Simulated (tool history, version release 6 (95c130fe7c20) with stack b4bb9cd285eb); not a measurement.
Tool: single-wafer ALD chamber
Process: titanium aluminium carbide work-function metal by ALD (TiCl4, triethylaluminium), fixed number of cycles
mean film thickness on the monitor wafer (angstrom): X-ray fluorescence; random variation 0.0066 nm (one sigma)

run,day,heater temperature setpoint (K),triethylaluminium pulse time (s),mean film thickness on the monitor wafer (angstrom)
1,0.000,578.15,7.41,20.177
2,0.050,572.15,7.41,19.727
3,0.283,572.15,6.12,18.554
4,0.471,580.15,6.53,19.570
5,0.567,586.15,6.89,20.342
6,0.717,590.15,7.15,20.874

The next listed run, before its measurement:
7,0.783,593.15,7.33,?

mean film thickness on the monitor wafer (angstrom): 21.342
